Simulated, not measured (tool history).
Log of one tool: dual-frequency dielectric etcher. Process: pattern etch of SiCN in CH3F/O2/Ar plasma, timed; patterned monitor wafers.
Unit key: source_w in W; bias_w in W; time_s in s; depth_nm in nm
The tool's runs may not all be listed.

Run 1, hour 0: source_w 430 W, bias_w 72 W, time_s 102 s. Result: depth_nm 45.437 nm.
Run 2, hour 7.2: source_w 470 W, bias_w 72 W, time_s 102 s. Result: depth_nm 46.887 nm.
Run 3, hour 10.5: source_w 470 W, bias_w 72 W, time_s 106.5 s. Result: depth_nm 48.964 nm.
Run 4, hour 17.7: source_w 470 W, bias_w 72 W, time_s 106.5 s. Result: depth_nm 49.036 nm.
Run 5, hour 26.5: source_w 460 W, bias_w 70 W, time_s 106 s. Result: depth_nm 47.745 nm.
Run 6, hour 29.8: source_w 460 W, bias_w 70 W, time_s 106.5 s. Result: depth_nm 47.955 nm.
Run 7, hour 33.2: source_w 450 W, bias_w 69 W, time_s 106.5 s. Result: depth_nm 47.227 nm.
Run 8, hour 37.3: source_w 440 W, bias_w 68 W, time_s 106.5 s. Result: depth_nm 47.098 nm.
Run 9, hour 39.2: source_w 430 W, bias_w 66 W, time_s 106 s. Result: depth_nm 45.948 nm.
Run 10, hour 39.9: source_w 420 W, bias_w 65 W, time_s 106 s. Result: depth_nm 45.116 nm.
Run 11, hour 47.5: source_w 410 W, bias_w 64 W, time_s 106 s. Result: depth_nm 44.415 nm.
At hour 55.1: wet clean of the chamber.
Run 12, hour 55.1: source_w 400 W, bias_w 63 W, time_s 106 s. Result: depth_nm 42.33 nm.

Expected results for the next run?
Run 13, hour 63.3: source_w 390 W, bias_w 63 W, time_s 106 s. Result: depth_nm ?.

depth_nm: 42.178 nm
